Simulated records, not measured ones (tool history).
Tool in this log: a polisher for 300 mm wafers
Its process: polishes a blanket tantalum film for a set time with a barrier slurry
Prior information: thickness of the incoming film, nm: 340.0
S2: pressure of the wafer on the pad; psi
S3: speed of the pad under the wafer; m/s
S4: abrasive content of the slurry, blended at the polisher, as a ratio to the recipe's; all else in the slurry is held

{"run": 1, "hour": 0.0, "flow of slurry (ml/min)": 245, "S2": 1.4, "S3": 0.8, "S4": 1, "polishing time (s)": 97, "film removed (Å)": 960.47}
{"run": 2, "hour": 5.2, "flow of slurry (ml/min)": 245, "S2": 1.4, "S3": 0.94, "S4": 1, "polishing time (s)": 97, "film removed (Å)": 1108.5}
{"run": 3, "hour": 9.7, "flow of slurry (ml/min)": 225, "S2": 1.4, "S3": 0.94, "S4": 1, "polishing time (s)": 97, "film removed (Å)": 1095.3}
{"run": 4, "hour": 13.3, "flow of slurry (ml/min)": 225, "S2": 1.4, "S3": 0.94, "S4": 0.85, "polishing time (s)": 97, "film removed (Å)": 1062.9}
{"run": 5, "hour": 22.3, "flow of slurry (ml/min)": 225, "S2": 1.2, "S3": 0.9, "S4": 0.85, "polishing time (s)": 97, "film removed (Å)": 878.47}
{"run": 6, "hour": 23.5, "flow of slurry (ml/min)": 225, "S2": 1, "S3": 0.86, "S4": 0.85, "polishing time (s)": 97, "film removed (Å)": 699.72}
{"run": 7, "hour": 29.7, "flow of slurry (ml/min)": 225, "S2": 0.9, "S3": 0.86, "S4": 0.85, "polishing time (s)": 97, "film removed (Å)": 645.13}
{"run": 8, "hour": 31.5, "flow of slurry (ml/min)": 225, "S2": 0.9, "S3": 0.86, "S4": 0.85, "polishing time (s)": 97, "film removed (Å)": 658.83}
{"run": 9, "hour": 36.4, "flow of slurry (ml/min)": 225, "S2": 0.8, "S3": 0.86, "S4": 0.85, "polishing time (s)": 97, "film removed (Å)": 590.97}

What will run 10 give?
{"run": 10, "hour": 39.5, "flow of slurry (ml/min)": 225, "S2": 0.7, "S3": 0.86, "S4": 0.85, "polishing time (s)": 97, "film removed (Å)": "?"}

film removed (Å): 525.43
